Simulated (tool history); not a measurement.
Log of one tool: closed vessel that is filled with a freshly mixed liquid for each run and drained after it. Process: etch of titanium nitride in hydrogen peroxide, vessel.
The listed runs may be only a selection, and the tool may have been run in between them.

run	day	temperature setpoint of the liquid (C)	concentration of hydrogen peroxide in the mixed liquid (% by weight)	time in the liquid (s)	thickness taken off the titanium nitride on a monitor wafer (Å)
1	0	54	21.5	435	365.15
2	0.288	55	21.5	435	387.26
3	0.442	48	21.5	435	236.57
4	0.533	50	21.5	435	270.47
5	0.725	55	21.5	435	389.3
6	0.992	55	19	435	375.31
7	1.217	55	19	435	376.48
8	1.529	56	19	435	399.48

What does the tool deliver on the next run?
9	1.683	64	21	440	?

Run 9 yielded thickness taken off the titanium nitride on a monitor wafer (Å) 714.7.

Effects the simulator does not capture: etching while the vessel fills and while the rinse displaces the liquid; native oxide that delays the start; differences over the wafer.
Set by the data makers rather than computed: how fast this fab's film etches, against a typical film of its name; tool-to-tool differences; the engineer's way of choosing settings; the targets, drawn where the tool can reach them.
